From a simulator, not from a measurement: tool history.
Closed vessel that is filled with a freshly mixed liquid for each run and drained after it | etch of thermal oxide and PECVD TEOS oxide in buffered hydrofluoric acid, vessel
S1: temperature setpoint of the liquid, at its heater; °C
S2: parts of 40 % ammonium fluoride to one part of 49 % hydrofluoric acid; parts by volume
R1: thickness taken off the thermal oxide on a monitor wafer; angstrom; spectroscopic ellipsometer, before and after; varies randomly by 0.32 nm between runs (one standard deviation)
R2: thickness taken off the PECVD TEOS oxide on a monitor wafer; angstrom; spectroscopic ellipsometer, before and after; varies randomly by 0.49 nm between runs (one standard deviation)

Run 1, hour 0: S1 24 °C, S2 21.5 parts by volume, time in the liquid (s) 60. Result: R1 328.7 angstrom, R2 714.24 angstrom.
Run 2, hour 3.8: S1 24 °C, S2 15.5 parts by volume, time in the liquid (s) 60. Result: R1 443.11 angstrom, R2 962.85 angstrom.
Run 3, hour 10.4: S1 23 °C, S2 15.5 parts by volume, time in the liquid (s) 60. Result: R1 411.95 angstrom, R2 921.84 angstrom.
Run 4, hour 15.4: S1 23 °C, S2 15.5 parts by volume, time in the liquid (s) 75. Result: R1 526.43 angstrom, R2 1148.3 angstrom.
Run 5, hour 23: S1 19.5 °C, S2 15.5 parts by volume, time in the liquid (s) 75. Result: R1 428.12 angstrom, R2 952 angstrom.
Run 6, hour 24.3: S1 19 °C, S2 15.5 parts by volume, time in the liquid (s) 75. Result: R1 421.52 angstrom, R2 909.76 angstrom.
Run 7, hour 32.6: S1 18.5 °C, S2 15.5 parts by volume, time in the liquid (s) 75. Result: R1 404.4 angstrom, R2 896.75 angstrom.
Run 8, hour 33.5: S1 17.5 °C, S2 17 parts by volume, time in the liquid (s) 75. Result: R1 352.53 angstrom, R2 775.13 angstrom.

For run 9, what comes out?
Run 9, hour 37.7: S1 18 °C, S2 17 parts by volume, time in the liquid (s) 75. Result: R1 ?, R2 ?.

{"run 9": {"R1": 366.84, "R2": 799.76}}
